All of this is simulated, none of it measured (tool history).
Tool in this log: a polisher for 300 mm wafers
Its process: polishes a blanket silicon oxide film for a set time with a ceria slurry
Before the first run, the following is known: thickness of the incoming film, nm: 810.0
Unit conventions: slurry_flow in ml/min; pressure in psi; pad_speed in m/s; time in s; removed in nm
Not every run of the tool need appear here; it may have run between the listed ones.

run  hour  slurry_flow  pressure  pad_speed  time  removed
  1   0.0          170       2.3       1.06    96   350.37
  2   6.4          170       2.5       1.06    96   384.09
  3  14.7          170       2.5       0.90    96   320.03
  4  19.1          170       2.5       0.70    96   254.83
  5  21.7          170       2.7       0.76    96   299.94
  6  27.7          170       3.1       0.76    96   334.84
  7  35.8          170       3.2       0.82    96   379.12

Expected results for the next run?
  8  38.3          170       3.2       0.82    96        ?

Run 8 yielded removed 371.32 nm.
